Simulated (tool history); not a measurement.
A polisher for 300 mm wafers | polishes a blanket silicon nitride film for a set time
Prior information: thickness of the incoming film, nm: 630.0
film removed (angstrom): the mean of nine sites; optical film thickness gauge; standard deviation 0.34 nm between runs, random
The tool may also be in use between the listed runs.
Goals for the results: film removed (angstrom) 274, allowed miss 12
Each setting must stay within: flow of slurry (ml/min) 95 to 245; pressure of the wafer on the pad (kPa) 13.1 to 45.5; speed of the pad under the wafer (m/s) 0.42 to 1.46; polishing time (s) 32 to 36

run    day  flow of slurry (ml/min)  pressure of the wafer on the pad (kPa)  speed of the pad under the wafer (m/s)  polishing time (s)  film removed (angstrom)
  1      0                      155                                      29                                    0.94                  36                   585.21
  2  0.038                      155                                    25.5                                     0.9                  36                   505.51
  3  0.354                      155                                    22.8                                    0.86                  36                   431.63
  4  0.571                      155                                    20.7                                    0.84                  36                   391.65
  5  0.946                      155                                    26.9                                    0.84                  36                   500.02
  6  1.183                      155                                    26.9                                    0.84                  36                   497.94
  7  1.538                      155                                    24.1                                    0.82                  36                    445.5
  8    1.9                      155                                    22.1                                     0.8                  36                   398.07
  9  2.154                      155                                      20                                     0.8                  36                   359.33
 10  2.475                      155                                    18.6                                     0.8                  36                   335.07
 11  2.596                      150                                    13.1                                    0.78                  36                   239.45
 12  2.912                      155                                    13.1                                    0.78                  36                   244.14
 13  3.283                      160                                    13.1                                    0.78                  36                   242.02
 14  3.542                      160                                    13.8                                    0.78                  36                   250.39

Pick the move, out of 5, that brings all results within their allowed miss; only one does.
  A  3.8                      145                                    15.9                                    0.76                  36                        ?
  B  3.8                      125                                    17.9                                     0.6                  36                        ?
  C  3.8                      185                                    13.1                                    0.82                  32                        ?
  D  3.8                      170                                    13.1                                    0.82                  32                        ?
  E  3.8                      160                                    15.2                                    0.72                  32                        ?

move  film removed (angstrom)
   A                   274.28
   B                   247.02
   C                   225.77
   D                   222.77
   E                   228.04
A: all results land within tolerance of their targets
B: its largest miss is bigger than the last run's
C: its largest miss is bigger than the last run's
D: its largest miss is bigger than the last run's
E: its largest miss is bigger than the last run's
The move that meets every target is A.

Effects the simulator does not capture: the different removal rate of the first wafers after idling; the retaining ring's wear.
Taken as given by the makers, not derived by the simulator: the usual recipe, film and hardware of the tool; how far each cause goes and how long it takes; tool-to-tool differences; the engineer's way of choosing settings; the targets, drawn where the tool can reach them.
